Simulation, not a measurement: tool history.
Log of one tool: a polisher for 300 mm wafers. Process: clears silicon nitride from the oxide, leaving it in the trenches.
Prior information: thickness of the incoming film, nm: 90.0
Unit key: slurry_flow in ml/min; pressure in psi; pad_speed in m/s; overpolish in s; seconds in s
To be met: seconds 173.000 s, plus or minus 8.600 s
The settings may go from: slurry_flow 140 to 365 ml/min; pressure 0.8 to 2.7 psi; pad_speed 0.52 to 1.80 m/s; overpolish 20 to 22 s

Run 1, hour 0.0: slurry_flow 235 ml/min, pressure 1.7 psi, pad_speed 1.16 m/s, overpolish 20 s. Result: seconds 120.170 s.
Run 2, hour 4.4: slurry_flow 235 ml/min, pressure 1.7 psi, pad_speed 1.16 m/s, overpolish 20 s. Result: seconds 120.790 s.
Run 3, hour 10.0: slurry_flow 235 ml/min, pressure 1.7 psi, pad_speed 1.26 m/s, overpolish 20 s. Result: seconds 114.330 s.
Run 4, hour 15.7: slurry_flow 235 ml/min, pressure 2.0 psi, pad_speed 1.26 m/s, overpolish 20 s. Result: seconds 95.399 s.
At hour 16.8: slurry nozzle cleaned.
Run 5, hour 16.8: slurry_flow 235 ml/min, pressure 2.0 psi, pad_speed 1.40 m/s, overpolish 20 s. Result: seconds 85.091 s.
Run 6, hour 25.4: slurry_flow 235 ml/min, pressure 1.7 psi, pad_speed 1.38 m/s, overpolish 20 s. Result: seconds 99.520 s.
Run 7, hour 27.8: slurry_flow 235 ml/min, pressure 1.7 psi, pad_speed 1.38 m/s, overpolish 20 s. Result: seconds 98.193 s.
Run 8, hour 32.0: slurry_flow 235 ml/min, pressure 1.5 psi, pad_speed 1.34 m/s, overpolish 20 s. Result: seconds 115.310 s.
Run 9, hour 32.5: slurry_flow 235 ml/min, pressure 1.3 psi, pad_speed 1.32 m/s, overpolish 20 s. Result: seconds 129.220 s.
Run 10, hour 36.1: slurry_flow 235 ml/min, pressure 1.2 psi, pad_speed 1.30 m/s, overpolish 20 s. Result: seconds 143.310 s.

Which of these 5 next moves meets every target?
Run A, hour 39.7: slurry_flow 210 ml/min, pressure 1.0 psi, pad_speed 1.26 m/s, overpolish 22 s. Result: seconds ?.
Run B, hour 39.7: slurry_flow 160 ml/min, pressure 1.5 psi, pad_speed 1.30 m/s, overpolish 22 s. Result: seconds ?.
Run C, hour 39.7: slurry_flow 240 ml/min, pressure 0.8 psi, pad_speed 1.34 m/s, overpolish 20 s. Result: seconds ?.
Run D, hour 39.7: slurry_flow 160 ml/min, pressure 1.5 psi, pad_speed 1.32 m/s, overpolish 22 s. Result: seconds ?.
Run E, hour 39.7: slurry_flow 245 ml/min, pressure 1.2 psi, pad_speed 1.28 m/s, overpolish 20 s. Result: seconds ?.

move  seconds
   A  168.600
   B  120.220
   C  186.790
   D  118.440
   E  140.820
A: every result lands within tolerance
B: moves away from the targets compared with the last run
C: takes the biggest miss from the last run beyond its target
D: moves away from the targets compared with the last run
E: moves away from the targets compared with the last run
Correct choice: A, which meets every target
